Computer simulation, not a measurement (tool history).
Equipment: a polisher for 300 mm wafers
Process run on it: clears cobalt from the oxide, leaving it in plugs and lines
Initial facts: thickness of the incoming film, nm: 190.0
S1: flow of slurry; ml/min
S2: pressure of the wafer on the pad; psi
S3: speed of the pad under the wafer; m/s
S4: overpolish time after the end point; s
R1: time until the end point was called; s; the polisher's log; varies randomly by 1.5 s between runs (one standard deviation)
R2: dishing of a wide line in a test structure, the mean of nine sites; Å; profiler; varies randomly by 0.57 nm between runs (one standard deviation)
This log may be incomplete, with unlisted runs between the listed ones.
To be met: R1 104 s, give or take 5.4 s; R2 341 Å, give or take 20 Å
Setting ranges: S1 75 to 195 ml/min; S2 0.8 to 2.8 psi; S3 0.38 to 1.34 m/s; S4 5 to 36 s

| run | hour | S1 | S2 | S3 | S4 | R1 | R2 |
|---|---|---|---|---|---|---|---|
| 1 | 0 | 125 | 1.8 | 0.86 | 18 | 60.307 | 404.31 |
| 2 | 7.7 | 95 | 1.8 | 0.86 | 18 | 61.895 | 396.19 |
| 3 | 15.4 | 75 | 1.8 | 0.86 | 18 | 66.403 | 389.53 |
| 4 | 20.6 | 75 | 1.6 | 0.86 | 19 | 72.096 | 378.43 |
| 5 | 22.2 | 75 | 1.6 | 0.86 | 25 | 69.754 | 439.94 |
| 6 | 25.9 | 75 | 1.6 | 0.86 | 22 | 70.616 | 405.64 |
| 7 | 30.1 | 75 | 1.4 | 0.84 | 23 | 81.08 | 390.18 |
| 8 | 35.3 | 75 | 1.3 | 0.84 | 23 | 85.662 | 378.91 |
| 9 | 42.1 | 75 | 1.2 | 0.84 | 23 | 88.262 | 355.4 |
| 10 | 48.6 | 75 | 0.9 | 0.8 | 26 | 115.79 | 349.08 |

5 next moves are on the table. One of them brings every result within its allowed miss. Which?
| A | 55.1 | 90 | 1.2 | 0.78 | 21 | ? | ? |
| B | 55.1 | 75 | 0.9 | 0.64 | 31 | ? | ? |
| C | 55.1 | 80 | 1.1 | 0.74 | 24 | ? | ? |
| D | 55.1 | 80 | 1.1 | 0.86 | 27 | ? | ? |
| E | 55.1 | 75 | 0.9 | 1.14 | 25 | ? | ? |

| move | R1 | R2 |
|---|---|---|
| A | 92.696 | 342.16 |
| B | 132.53 | 350.94 |
| C | 104.14 | 346.47 |
| D | 94.344 | 397.48 |
| E | 89.922 | 390.27 |
A: the result that was furthest off in the last run now lies on the other side of its target
B: its largest miss is bigger than the last run's
C: meets every target
D: the result that was furthest off in the last run now lies on the other side of its target
E: the result that was furthest off in the last run now lies on the other side of its target
C is the move that brings every result within its allowed miss.
